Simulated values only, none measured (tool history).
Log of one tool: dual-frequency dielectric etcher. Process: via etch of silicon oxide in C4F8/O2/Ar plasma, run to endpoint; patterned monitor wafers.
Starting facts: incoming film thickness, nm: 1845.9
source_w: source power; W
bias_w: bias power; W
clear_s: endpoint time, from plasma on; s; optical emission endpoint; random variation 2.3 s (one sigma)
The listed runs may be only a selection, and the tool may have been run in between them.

run 1 hour=0.0 | source_w=1910 bias_w=1836 | clear_s=425.12
run 2 hour=8.1 | source_w=1680 bias_w=1800 | clear_s=448.48
run 3 hour=12.7 | source_w=1680 bias_w=1972 | clear_s=439.47
run 4 hour=20.9 | source_w=1930 bias_w=1972 | clear_s=416.41
run 5 hour=27.0 | source_w=1680 bias_w=1911 | clear_s=442.40
run 6 hour=28.2 | source_w=1830 bias_w=1911 | clear_s=427.73

Run 7 has not been measured yet. What should we expect?
run 7 hour=31.6 | source_w=1610 bias_w=1875 | clear_s=?

clear_s: 450.82 s
